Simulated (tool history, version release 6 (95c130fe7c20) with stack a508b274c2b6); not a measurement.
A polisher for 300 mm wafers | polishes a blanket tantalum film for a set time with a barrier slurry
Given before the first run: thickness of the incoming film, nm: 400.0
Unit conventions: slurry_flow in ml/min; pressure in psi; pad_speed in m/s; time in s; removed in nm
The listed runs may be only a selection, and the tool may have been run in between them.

Run 1, hour 0: slurry_flow 215 ml/min, pressure 1.8 psi, pad_speed 1.18 m/s, slurry_solids 1, time 67 s. Result: removed 105.3 nm.
Run 2, hour 7.9: slurry_flow 215 ml/min, pressure 1.5 psi, pad_speed 1.18 m/s, slurry_solids 1, time 67 s. Result: removed 89.361 nm.
Run 3, hour 9.1: slurry_flow 220 ml/min, pressure 1.7 psi, pad_speed 1.18 m/s, slurry_solids 1, time 67 s. Result: removed 100.58 nm.
Run 4, hour 11.3: slurry_flow 225 ml/min, pressure 1.8 psi, pad_speed 1.18 m/s, slurry_solids 1, time 67 s. Result: removed 106.47 nm.
Run 5, hour 12.7: slurry_flow 230 ml/min, pressure 1.9 psi, pad_speed 1.18 m/s, slurry_solids 1, time 67 s. Result: removed 110.42 nm.
Run 6, hour 18.7: slurry_flow 230 ml/min, pressure 2 psi, pad_speed 1.18 m/s, slurry_solids 1, time 67 s. Result: removed 117.93 nm.
Run 7, hour 25.7: slurry_flow 230 ml/min, pressure 2.1 psi, pad_speed 1.18 m/s, slurry_solids 1, time 67 s. Result: removed 121.89 nm.
Run 8, hour 27.4: slurry_flow 230 ml/min, pressure 2.2 psi, pad_speed 1.18 m/s, slurry_solids 1, time 67 s. Result: removed 128.34 nm.

Run 9 is up next; what results do you expect?
Run 9, hour 30.6: slurry_flow 235 ml/min, pressure 2.3 psi, pad_speed 1.18 m/s, slurry_solids 1, time 67 s. Result: removed ?.

{"run 9": {"removed": 136.05}}

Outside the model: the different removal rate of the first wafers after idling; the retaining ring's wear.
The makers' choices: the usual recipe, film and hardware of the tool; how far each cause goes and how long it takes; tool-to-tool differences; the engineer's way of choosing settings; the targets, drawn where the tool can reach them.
